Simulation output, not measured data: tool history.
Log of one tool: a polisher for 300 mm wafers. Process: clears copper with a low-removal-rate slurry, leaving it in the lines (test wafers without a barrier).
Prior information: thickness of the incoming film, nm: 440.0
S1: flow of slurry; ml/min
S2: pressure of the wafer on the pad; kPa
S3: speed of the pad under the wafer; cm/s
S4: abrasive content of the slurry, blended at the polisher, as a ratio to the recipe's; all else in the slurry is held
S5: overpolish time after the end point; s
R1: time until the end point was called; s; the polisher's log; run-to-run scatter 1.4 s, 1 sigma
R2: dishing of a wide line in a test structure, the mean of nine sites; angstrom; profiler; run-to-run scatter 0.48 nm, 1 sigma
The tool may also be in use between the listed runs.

| run | hour | S1 | S2 | S3 | S4 | S5 | R1 | R2 |
|---|---|---|---|---|---|---|---|---|
| 1 | 0.0 | 270 | 17.2 | 128 | 1.0 | 13 | 160.64 | 208.84 |
| 2 | 7.1 | 270 | 17.9 | 130 | 1.0 | 14 | 152.52 | 235.77 |
| 3 | 15.9 | 270 | 18.6 | 130 | 1.0 | 14 | 151.90 | 249.47 |
| 4 | 19.3 | 270 | 18.6 | 130 | 1.1 | 14 | 146.36 | 246.52 |
| 5 | 25.9 | 270 | 15.2 | 130 | 1.1 | 14 | 176.70 | 209.23 |
| 6 | 31.7 | 235 | 15.2 | 130 | 1.1 | 14 | 181.55 | 208.15 |
| 7 | 33.7 | 230 | 16.5 | 130 | 1.1 | 14 | 165.58 | 224.53 |
| 8 | 38.7 | 230 | 17.2 | 132 | 1.1 | 14 | 160.19 | 235.76 |
| 9 | 44.9 | 230 | 17.2 | 132 | 1.1 | 14 | 156.30 | 228.35 |
| 10 | 50.0 | 230 | 17.9 | 132 | 1.1 | 15 | 151.57 | 254.58 |
| 11 | 54.0 | 230 | 18.6 | 132 | 1.1 | 15 | 150.22 | 264.62 |
| 12 | 61.5 | 230 | 19.3 | 132 | 1.1 | 15 | 142.62 | 269.27 |
| 13 | 66.8 | 225 | 20.0 | 132 | 1.1 | 15 | 140.83 | 278.25 |
| 14 | 68.6 | 225 | 20.7 | 132 | 1.1 | 15 | 132.68 | 286.35 |

Run 15 has not been measured yet. What should we expect?
| 15 | 73.5 | 220 | 21.4 | 132 | 1.1 | 15 | ? | ? |

R1: 132.26 s
R2: 290.80 angstrom
